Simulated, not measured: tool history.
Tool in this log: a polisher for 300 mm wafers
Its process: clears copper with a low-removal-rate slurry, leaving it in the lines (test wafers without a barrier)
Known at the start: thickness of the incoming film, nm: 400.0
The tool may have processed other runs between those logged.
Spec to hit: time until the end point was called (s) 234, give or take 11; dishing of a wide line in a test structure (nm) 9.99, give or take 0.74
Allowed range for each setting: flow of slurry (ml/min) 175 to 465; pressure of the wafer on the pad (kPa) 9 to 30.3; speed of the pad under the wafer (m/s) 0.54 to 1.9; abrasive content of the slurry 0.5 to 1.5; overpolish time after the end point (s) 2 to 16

run  hour  flow of slurry (ml/min)  pressure of the wafer on the pad (kPa)  speed of the pad under the wafer (m/s)  abrasive content of the slurry  overpolish time after the end point (s)  time until the end point was called (s)  dishing of a wide line in a test structure (nm)
  1     0                      295                                    19.3                                    1.22                               1                                        8                                   155.12                                             14.9
  2     2                      295                                    18.6                                    1.22                               1                                        8                                   160.84                                           14.066
  3   6.9                      295                                    18.6                                    1.06                               1                                        8                                      187                                           12.584
  4  10.9                      295                                    18.6                                    1.06                               1                                        6                                   183.68                                           9.9705
  5  17.8                      295                                    18.6                                    1.06                               1                                        3                                   185.31                                           4.9573
  6  22.5                      295                                    17.9                                    1.04                               1                                        4                                   194.13                                           6.2488
  7  28.6                      295                                    17.9                                    1.04                               1                                        4                                   193.63                                           6.2935
  8  37.4                      295                                    17.2                                    1.04                               1                                        4                                   196.27                                           5.8906
  9  39.3                      295                                    17.2                                    1.02                               1                                        4                                   209.49                                           5.9075
 10  40.5                      300                                    16.5                                       1                            1.05                                        6                                   213.07                                           8.2305
 11  43.6                      305                                    15.9                                    0.98                             1.1                                        7                                   219.14                                           9.8723
 12  49.1                      305                                    15.2                                    0.98                             1.1                                        7                                   221.28                                           9.3376
 13  56.7                      305                                    14.5                                    0.96                             1.1                                        7                                   239.66                                           8.4747
     61.8  -- slurry nozzle cleaned
 14  61.8                      305                                    14.5                                    0.96                             1.1                                        7                                   234.91                                            8.932
 15  66.6                      310                                    14.5                                    0.96                             1.1                                        7                                   229.04                                           8.6924

5 candidate next runs follow, results not yet known. Just one meets every target within its allowed miss. Identify it.
  A  71.4                      415                                    11.7                                    1.12                            1.25                                        5                                        ?                                                ?
  B  71.4                      300                                    14.5                                    0.96                             1.1                                        8                                        ?                                                ?
  C  71.4                      285                                    15.9                                    0.96                             0.8                                        7                                        ?                                                ?
  D  71.4                      320                                    13.8                                     1.1                            1.05                                        7                                        ?                                                ?
  E  71.4                      285                                    22.1                                    0.76                            1.25                                        8                                        ?                                                ?

move  time until the end point was called (s)  dishing of a wide line in a test structure (nm)
   A                                   219.05                                            6.984
   B                                   231.75                                           10.376
   C                                   237.17                                           8.9528
   D                                   212.08                                           9.9408
   E                                    204.2                                           11.743
A: its largest miss is bigger than the last run's
B: hits every target within its allowed miss
C: closer than the last run, but not yet in spec
D: puts the biggest miss on target and leaves a different result outside tolerance
E: moves the result that the last run missed by most past its target, out the other side
So the answer is move B, the one that meets all the targets.
